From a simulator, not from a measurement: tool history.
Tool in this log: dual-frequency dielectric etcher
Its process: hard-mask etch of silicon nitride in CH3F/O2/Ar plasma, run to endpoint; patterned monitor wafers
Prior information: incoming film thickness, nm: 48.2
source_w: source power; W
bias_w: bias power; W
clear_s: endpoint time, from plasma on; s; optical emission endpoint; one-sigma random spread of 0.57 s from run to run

run    day  source_w  bias_w  clear_s
  1      0       330      81   66.951
  2  0.071       310      79   68.773
  3  0.325       290      77   71.114
  4   0.55       290      89   66.494
  5  0.775       280      86   68.843
  6  1.012       270      84   70.442
  7  1.083       260      83   71.619

Forecast run 8:
  8  1.225       200      74        ?

Run 8 came out at clear_s 82.884 s.

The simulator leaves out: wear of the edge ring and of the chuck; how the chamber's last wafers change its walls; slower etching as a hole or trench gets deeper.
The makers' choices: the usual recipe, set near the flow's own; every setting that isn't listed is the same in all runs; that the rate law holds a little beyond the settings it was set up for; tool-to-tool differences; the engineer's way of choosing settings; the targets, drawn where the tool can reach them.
